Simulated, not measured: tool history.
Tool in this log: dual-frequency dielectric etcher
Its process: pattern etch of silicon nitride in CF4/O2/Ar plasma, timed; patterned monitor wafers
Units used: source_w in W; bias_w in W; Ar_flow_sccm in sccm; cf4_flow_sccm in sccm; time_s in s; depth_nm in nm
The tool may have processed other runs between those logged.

run,hour,source_w,bias_w,Ar_flow_sccm,cf4_flow_sccm,time_s,depth_nm
1,0.0,620,64,73,137,220.5,534.77
2,6.4,620,64,83,137,220.5,531.81
3,7.7,620,64,78,137,220.5,532.06
4,14.4,650,64,78,137,220.5,552.73
5,17.5,650,64,78,137,203.5,515.52
6,23.6,650,64,78,113,203.5,500.52
7,26.4,700,64,78,113,203.5,536.56
8,32.2,730,64,78,113,203.5,554.92
9,40.3,760,64,78,113,203.5,576.35
10,45.0,780,64,78,113,203.5,590.37
11,49.9,800,64,78,113,203.5,604.26
12,57.2,810,64,78,113,203.5,613.94
13,57.8,820,64,78,113,203.5,615.41

Run 14 has not been measured yet. What should we expect?
14,61.1,830,64,78,113,203.5,?

depth_nm: 627.26 nm
